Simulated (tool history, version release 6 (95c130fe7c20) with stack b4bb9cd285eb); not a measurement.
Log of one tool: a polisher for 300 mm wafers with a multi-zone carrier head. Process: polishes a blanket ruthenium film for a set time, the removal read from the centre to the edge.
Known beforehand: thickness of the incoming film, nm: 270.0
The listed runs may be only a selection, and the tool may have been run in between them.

| run | hour | flow of slurry (ml/min) | pressure of the head's centre zone | pressure of the head's middle zone | pressure of the head's edge zone | polishing time (s) | film removed at the wafer's centre (nm) | film removed at mid-radius (nm) | film removed at the wafer's edge (nm) |
|---|---|---|---|---|---|---|---|---|---|
| 1 | 0.0 | 315 | 1.00 | 1.00 | 1.00 | 50 | 33.907 | 33.155 | 34.101 |
| 2 | 5.2 | 320 | 1.02 | 1.01 | 1.01 | 50 | 34.953 | 32.985 | 34.310 |
| 3 | 8.0 | 350 | 1.02 | 1.01 | 1.01 | 50 | 35.003 | 32.678 | 34.707 |
| 4 | 15.9 | 350 | 1.02 | 1.01 | 1.01 | 60 | 42.108 | 40.585 | 40.782 |
| 5 | 21.2 | 410 | 1.02 | 1.01 | 1.01 | 60 | 41.970 | 40.565 | 41.283 |
| 6 | 23.6 | 410 | 1.02 | 1.07 | 1.01 | 60 | 42.854 | 42.940 | 41.805 |
| 7 | 31.7 | 410 | 1.03 | 1.06 | 1.00 | 60 | 43.568 | 42.175 | 41.356 |
| 8 | 36.6 | 410 | 1.04 | 1.05 | 0.99 | 60 | 42.842 | 42.802 | 40.780 |
| 9 | 44.4 | 410 | 1.05 | 1.04 | 0.99 | 60 | 43.338 | 42.304 | 41.035 |
| 10 | 51.7 | 410 | 1.06 | 1.03 | 0.99 | 60 | 43.292 | 40.805 | 40.778 |
| 11 | 55.8 | 410 | 1.07 | 1.03 | 0.98 | 60 | 44.809 | 41.857 | 41.038 |
| 12 | 63.0 | 410 | 1.07 | 1.02 | 0.97 | 60 | 45.420 | 40.651 | 41.028 |

Expected results for the next run?
| 13 | 65.5 | 410 | 1.07 | 1.02 | 0.96 | 60 | ? | ? | ? |

film removed at the wafer's centre (nm): 45.170
film removed at mid-radius (nm): 40.262
film removed at the wafer's edge (nm): 40.755
